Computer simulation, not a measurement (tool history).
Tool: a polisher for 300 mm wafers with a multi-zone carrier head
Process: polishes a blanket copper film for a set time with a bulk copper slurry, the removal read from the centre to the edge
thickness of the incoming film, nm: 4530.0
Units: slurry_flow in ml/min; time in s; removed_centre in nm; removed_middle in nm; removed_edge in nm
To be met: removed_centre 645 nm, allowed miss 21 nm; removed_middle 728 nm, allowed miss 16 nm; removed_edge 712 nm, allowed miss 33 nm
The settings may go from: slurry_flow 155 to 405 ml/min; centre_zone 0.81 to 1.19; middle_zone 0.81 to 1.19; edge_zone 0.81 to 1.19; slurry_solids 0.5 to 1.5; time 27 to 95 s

| run | hour | slurry_flow | centre_zone | middle_zone | edge_zone | slurry_solids | time | removed_centre | removed_middle | removed_edge |
|---|---|---|---|---|---|---|---|---|---|---|
| 1 | 0 | 260 | 1 | 1 | 1 | 1 | 61 | 521.34 | 517.04 | 514.79 |
| 2 | 2.2 | 320 | 1 | 1 | 1 | 1 | 61 | 528.52 | 519.31 | 540.27 |
| 3 | 6 | 325 | 1 | 1.02 | 1.01 | 1.05 | 62 | 539.35 | 553.2 | 543.69 |
| 4 | 14.2 | 325 | 1 | 1.02 | 1.01 | 0.9 | 62 | 523.34 | 529.18 | 535.54 |
| 5 | 17.6 | 325 | 1 | 1.07 | 1.01 | 0.9 | 62 | 524.46 | 550.33 | 522.41 |
| 6 | 22.1 | 330 | 1 | 1.07 | 1.03 | 0.95 | 63 | 541.6 | 568.35 | 538.78 |
| 7 | 30.4 | 335 | 0.99 | 1.06 | 1.04 | 1 | 64 | 551.92 | 583.51 | 573.81 |
| 8 | 31.8 | 340 | 0.99 | 1.07 | 1.05 | 1.05 | 64 | 553.55 | 587.26 | 579.54 |
| 9 | 40.4 | 345 | 0.99 | 1.08 | 1.06 | 1.1 | 64 | 562.44 | 608.43 | 580.34 |
| 10 | 41.2 | 345 | 0.99 | 1.08 | 1.06 | 1.1 | 64 | 566.1 | 602.06 | 596.56 |
| 11 | 48.4 | 360 | 1 | 1.17 | 1.16 | 1.35 | 66 | 631.77 | 708.92 | 649.69 |
| 12 | 52.4 | 360 | 0.99 | 1.16 | 1.16 | 1.35 | 66 | 610.41 | 701.99 | 668.93 |
| 13 | 54.8 | 370 | 1 | 1.16 | 1.18 | 1.45 | 66 | 627.69 | 718.17 | 673.87 |

4 next moves are on the table. One of them brings every result within its allowed miss. Which?
| A | 57.2 | 380 | 0.94 | 1.03 | 1.19 | 1.45 | 71 | ? | ? | ? |
| B | 57.2 | 370 | 0.95 | 1.16 | 1.19 | 1.5 | 66 | ? | ? | ? |
| C | 57.2 | 405 | 1.01 | 1.19 | 1.12 | 1.45 | 64 | ? | ? | ? |
| D | 57.2 | 390 | 0.97 | 1.13 | 1.19 | 1.4 | 69 | ? | ? | ? |

| move | removed_centre | removed_middle | removed_edge |
|---|---|---|---|
| A | 641.9 | 686.81 | 714.17 |
| B | 607.69 | 711.62 | 667.55 |
| C | 625.59 | 703.37 | 629.87 |
| D | 639.8 | 717.11 | 687.86 |
A: brings the result that was furthest off to its target, and leaves another outside
B: further off than the last run
C: further off than the last run
D: meets every target
Answer: D
